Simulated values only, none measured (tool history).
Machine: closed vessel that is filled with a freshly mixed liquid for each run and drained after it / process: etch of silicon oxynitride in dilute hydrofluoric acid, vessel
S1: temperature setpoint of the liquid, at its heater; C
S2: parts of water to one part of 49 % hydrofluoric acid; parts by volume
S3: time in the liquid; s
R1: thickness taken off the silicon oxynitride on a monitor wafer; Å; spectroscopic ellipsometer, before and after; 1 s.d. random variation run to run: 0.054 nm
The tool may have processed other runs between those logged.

run  hour    S1   S2   S3      R1
  1     0    25  155  905  116.65
  2   5.7  22.5  155  905  103.34
  3  14.5  20.5  155  905  94.315
  4    21    23  155  905  105.87
  5  24.4    23  180  905  90.151
  6  33.1    26  180  905  102.55
  7  41.7    28  180  905  112.31
  8  44.5  29.5  180  905  119.92
  9  45.9  30.5  180  905  124.89
 10  48.9    31  180  905  128.89
     54.4  -- hydrofluoric acid flow meter replaced
 11  54.4  31.5  180  905  117.42

Run 12 has not been measured yet. What should we expect?
 12  60.5  32  175  905   ?

Run 12 measured R1 123.92 Å.

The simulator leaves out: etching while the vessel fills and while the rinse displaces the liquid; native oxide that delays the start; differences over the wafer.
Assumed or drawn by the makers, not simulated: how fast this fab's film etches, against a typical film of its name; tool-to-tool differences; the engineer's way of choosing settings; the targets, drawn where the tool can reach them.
